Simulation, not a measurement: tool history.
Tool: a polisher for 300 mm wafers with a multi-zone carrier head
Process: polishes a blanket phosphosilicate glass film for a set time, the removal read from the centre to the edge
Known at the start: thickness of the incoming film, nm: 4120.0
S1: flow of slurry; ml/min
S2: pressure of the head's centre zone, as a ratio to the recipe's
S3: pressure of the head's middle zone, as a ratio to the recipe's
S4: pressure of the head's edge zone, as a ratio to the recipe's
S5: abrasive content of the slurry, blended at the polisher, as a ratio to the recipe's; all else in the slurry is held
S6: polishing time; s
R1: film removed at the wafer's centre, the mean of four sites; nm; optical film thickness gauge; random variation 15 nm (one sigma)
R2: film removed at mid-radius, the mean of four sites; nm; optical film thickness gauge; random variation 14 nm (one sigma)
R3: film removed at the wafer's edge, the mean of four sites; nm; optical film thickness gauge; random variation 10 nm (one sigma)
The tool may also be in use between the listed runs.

run 1 hour=0.0 | S1=210 S2=1.00 S3=1.00 S4=1.00 S5=1.00 S6=89 | R1=794.66 R2=782.70 R3=741.97
run 2 hour=7.0 | S1=215 S2=1.00 S3=1.02 S4=1.02 S5=1.05 S6=92 | R1=842.31 R2=838.62 R3=803.84
run 3 hour=15.6 | S1=220 S2=1.00 S3=1.04 S4=1.02 S5=1.10 S6=94 | R1=890.80 R2=897.69 R3=846.09
run 4 hour=18.5 | S1=170 S2=1.00 S3=1.04 S4=1.02 S5=1.10 S6=94 | R1=840.47 R2=857.47 R3=814.74
run 5 hour=20.2 | S1=170 S2=1.00 S3=1.07 S4=1.02 S5=1.10 S6=94 | R1=833.04 R2=895.13 R3=812.65
run 6 hour=21.4 | S1=180 S2=1.00 S3=1.08 S4=1.03 S5=1.15 S6=96 | R1=884.76 R2=946.38 R3=877.73
run 7 hour=27.0 | S1=190 S2=1.00 S3=1.09 S4=1.03 S5=1.20 S6=97 | R1=925.96 R2=1002.80 R3=914.32
run 8 hour=28.0 | S1=200 S2=1.00 S3=1.10 S4=1.04 S5=1.25 S6=98 | R1=957.83 R2=1049.60 R3=941.76
run 9 hour=33.8 | S1=205 S2=1.00 S3=1.11 S4=1.06 S5=1.30 S6=99 | R1=991.10 R2=1071.70 R3=973.31
run 10 hour=38.5 | S1=210 S2=1.00 S3=1.12 S4=1.07 S5=1.35 S6=101 | R1=1035.90 R2=1137.30 R3=1015.20

The next listed run, before its measurement:
run 11 hour=43.7 | S1=210 S2=1.00 S3=1.12 S4=1.08 S5=1.35 S6=103 | R1=? R2=? R3=?

Run 11 gave R1 1042.20 nm, R2 1180.70 nm, R3 1048.90 nm.

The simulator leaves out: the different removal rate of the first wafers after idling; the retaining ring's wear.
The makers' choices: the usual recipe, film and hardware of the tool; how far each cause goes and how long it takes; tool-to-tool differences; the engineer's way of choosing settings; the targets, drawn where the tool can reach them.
